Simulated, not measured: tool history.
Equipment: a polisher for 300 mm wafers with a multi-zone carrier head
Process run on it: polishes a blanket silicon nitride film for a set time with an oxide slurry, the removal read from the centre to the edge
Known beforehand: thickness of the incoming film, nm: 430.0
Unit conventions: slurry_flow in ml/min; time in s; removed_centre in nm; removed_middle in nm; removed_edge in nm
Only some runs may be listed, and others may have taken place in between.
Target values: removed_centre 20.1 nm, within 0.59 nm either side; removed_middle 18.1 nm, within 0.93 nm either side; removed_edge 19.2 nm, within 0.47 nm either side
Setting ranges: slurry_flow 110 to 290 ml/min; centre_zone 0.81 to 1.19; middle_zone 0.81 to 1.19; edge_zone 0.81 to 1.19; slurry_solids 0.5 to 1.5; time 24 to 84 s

Run 1, hour 0: slurry_flow 185 ml/min, centre_zone 1, middle_zone 1, edge_zone 1, slurry_solids 1, time 54 s. Result: removed_centre 33.973 nm, removed_middle 33.047 nm, removed_edge 33.786 nm.
Run 2, hour 6.9: slurry_flow 185 ml/min, centre_zone 1, middle_zone 1.08, edge_zone 1, slurry_solids 1, time 54 s. Result: removed_centre 33.59 nm, removed_middle 36.26 nm, removed_edge 33.458 nm.
Run 3, hour 10.8: slurry_flow 185 ml/min, centre_zone 1, middle_zone 1.06, edge_zone 0.98, slurry_solids 0.95, time 52 s. Result: removed_centre 31.501 nm, removed_middle 33.99 nm, removed_edge 31.181 nm.
Run 4, hour 13.9: slurry_flow 180 ml/min, centre_zone 1, middle_zone 1.03, edge_zone 0.97, slurry_solids 0.9, time 51 s. Result: removed_centre 30.111 nm, removed_middle 31.397 nm, removed_edge 29.229 nm.
Run 5, hour 17.8: slurry_flow 175 ml/min, centre_zone 0.99, middle_zone 1.01, edge_zone 0.97, slurry_solids 0.85, time 50 s. Result: removed_centre 28.593 nm, removed_middle 29.654 nm, removed_edge 28.107 nm.
Run 6, hour 20.7: slurry_flow 175 ml/min, centre_zone 1.05, middle_zone 1.01, edge_zone 0.97, slurry_solids 0.85, time 50 s. Result: removed_centre 29.973 nm, removed_middle 29.572 nm, removed_edge 28.319 nm.
Run 7, hour 21.8: slurry_flow 170 ml/min, centre_zone 1.04, middle_zone 0.99, edge_zone 0.96, slurry_solids 0.8, time 49 s. Result: removed_centre 27.989 nm, removed_middle 27.509 nm, removed_edge 26.371 nm.
Run 8, hour 24.3: slurry_flow 165 ml/min, centre_zone 1.03, middle_zone 0.97, edge_zone 0.95, slurry_solids 0.75, time 48 s. Result: removed_centre 26.484 nm, removed_middle 25.277 nm, removed_edge 24.671 nm.
Run 9, hour 25: slurry_flow 160 ml/min, centre_zone 1.01, middle_zone 0.95, edge_zone 0.94, slurry_solids 0.75, time 48 s. Result: removed_centre 25.861 nm, removed_middle 24.311 nm, removed_edge 25.158 nm.
Run 10, hour 30.2: slurry_flow 160 ml/min, centre_zone 1.01, middle_zone 0.94, edge_zone 0.93, slurry_solids 0.7, time 47 s. Result: removed_centre 24.256 nm, removed_middle 23.192 nm, removed_edge 23.246 nm.
Run 11, hour 34.2: slurry_flow 160 ml/min, centre_zone 1.01, middle_zone 0.93, edge_zone 0.92, slurry_solids 0.7, time 47 s. Result: removed_centre 24.399 nm, removed_middle 22.369 nm, removed_edge 23.386 nm.
Run 12, hour 37: slurry_flow 160 ml/min, centre_zone 1.01, middle_zone 0.93, edge_zone 0.91, slurry_solids 0.7, time 47 s. Result: removed_centre 24.225 nm, removed_middle 23.171 nm, removed_edge 23.003 nm.
Run 13, hour 45.3: slurry_flow 160 ml/min, centre_zone 1.01, middle_zone 0.92, edge_zone 0.9, slurry_solids 0.7, time 47 s. Result: removed_centre 24.387 nm, removed_middle 22.832 nm, removed_edge 23.067 nm.
Run 14, hour 52.7: slurry_flow 160 ml/min, centre_zone 1.01, middle_zone 0.92, edge_zone 0.9, slurry_solids 0.7, time 47 s. Result: removed_centre 24.289 nm, removed_middle 23.102 nm, removed_edge 22.865 nm.
Run 15, hour 58.4: slurry_flow 155 ml/min, centre_zone 1.01, middle_zone 0.91, edge_zone 0.89, slurry_solids 0.7, time 47 s. Result: removed_centre 24.114 nm, removed_middle 21.964 nm, removed_edge 22.392 nm.
Run 16, hour 61.7: slurry_flow 150 ml/min, centre_zone 1, middle_zone 0.9, edge_zone 0.88, slurry_solids 0.7, time 47 s. Result: removed_centre 23.685 nm, removed_middle 21.747 nm, removed_edge 22.499 nm.
Run 17, hour 70.5: slurry_flow 150 ml/min, centre_zone 0.99, middle_zone 0.86, edge_zone 0.85, slurry_solids 0.5, time 43 s. Result: removed_centre 17.521 nm, removed_middle 16.195 nm, removed_edge 16.531 nm.
Run 18, hour 73.4: slurry_flow 155 ml/min, centre_zone 1, middle_zone 0.86, edge_zone 0.87, slurry_solids 0.5, time 43 s. Result: removed_centre 17.92 nm, removed_middle 16.031 nm, removed_edge 16.995 nm.
Run 19, hour 78: slurry_flow 155 ml/min, centre_zone 1.01, middle_zone 0.87, edge_zone 0.88, slurry_solids 0.5, time 43 s. Result: removed_centre 18.012 nm, removed_middle 16.365 nm, removed_edge 17.206 nm.
Run 20, hour 86.7: slurry_flow 155 ml/min, centre_zone 1.02, middle_zone 0.88, edge_zone 0.89, slurry_solids 0.5, time 43 s. Result: removed_centre 18.508 nm, removed_middle 16.049 nm, removed_edge 17.172 nm.
Run 21, hour 94.7: slurry_flow 160 ml/min, centre_zone 1.02, middle_zone 0.89, edge_zone 0.9, slurry_solids 0.5, time 43 s. Result: removed_centre 18.349 nm, removed_middle 16.754 nm, removed_edge 17.433 nm.
Run 22, hour 98: slurry_flow 160 ml/min, centre_zone 1.03, middle_zone 0.9, edge_zone 0.91, slurry_solids 0.5, time 43 s. Result: removed_centre 18.701 nm, removed_middle 16.885 nm, removed_edge 17.585 nm.

Next run, 5 choices. One meets every target within its allowed miss, the rest don't. Which?
Run A, hour 101.3: slurry_flow 170 ml/min, centre_zone 1.11, middle_zone 0.88, edge_zone 0.98, slurry_solids 0.7, time 36 s. Result: removed_centre ?, removed_middle ?, removed_edge ?.
Run B, hour 101.3: slurry_flow 180 ml/min, centre_zone 1.02, middle_zone 0.94, edge_zone 0.86, slurry_solids 0.55, time 37 s. Result: removed_centre ?, removed_middle ?, removed_edge ?.
Run C, hour 101.3: slurry_flow 165 ml/min, centre_zone 1.01, middle_zone 0.87, edge_zone 0.92, slurry_solids 0.6, time 42 s. Result: removed_centre ?, removed_middle ?, removed_edge ?.
Run D, hour 101.3: slurry_flow 150 ml/min, centre_zone 0.97, middle_zone 0.89, edge_zone 0.86, slurry_solids 0.5, time 42 s. Result: removed_centre ?, removed_middle ?, removed_edge ?.
Run E, hour 101.3: slurry_flow 160 ml/min, centre_zone 1.01, middle_zone 0.99, edge_zone 0.87, slurry_solids 0.5, time 39 s. Result: removed_centre ?, removed_middle ?, removed_edge ?.

move  removed_centre  removed_middle  removed_edge
   A          20.358          17.044        18.523
   B          17.066          16.416        15.841
   C          19.761          18.049        19.248
   D          16.735          16.267        16.596
   E          16.449          16.733        15.622
A: an improvement on the last run, though not all results are within tolerance
B: its largest miss is bigger than the last run's
C: every result within its allowed miss
D: its largest miss is bigger than the last run's
E: its largest miss is bigger than the last run's
So the answer is move C, the one that meets all the targets.
